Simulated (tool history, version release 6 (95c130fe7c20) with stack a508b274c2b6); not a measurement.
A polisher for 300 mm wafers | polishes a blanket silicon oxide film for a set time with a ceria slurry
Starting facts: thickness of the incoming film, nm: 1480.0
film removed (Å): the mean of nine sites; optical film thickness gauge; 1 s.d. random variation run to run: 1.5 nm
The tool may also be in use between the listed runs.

run	hour	flow of slurry (ml/min)	pressure of the wafer on the pad (psi)	speed of the pad under the wafer (cm/s)	polishing time (s)	film removed (Å)
1	0	315	2.4	114	61	2568.2
2	4.7	250	2.4	114	61	2465.2
3	13.2	250	2.2	114	61	2314.4
4	20.8	250	2.2	142	61	2874.9
5	23.3	315	2.2	142	61	2953.6
6	29.2	315	2.2	114	61	2365.3

Run 7, settings as shown, results not yet in. Your forecast:
7	31.2	310	1.9	112	61	?

{"run 7": {"film removed (Å)": 1989.7}}
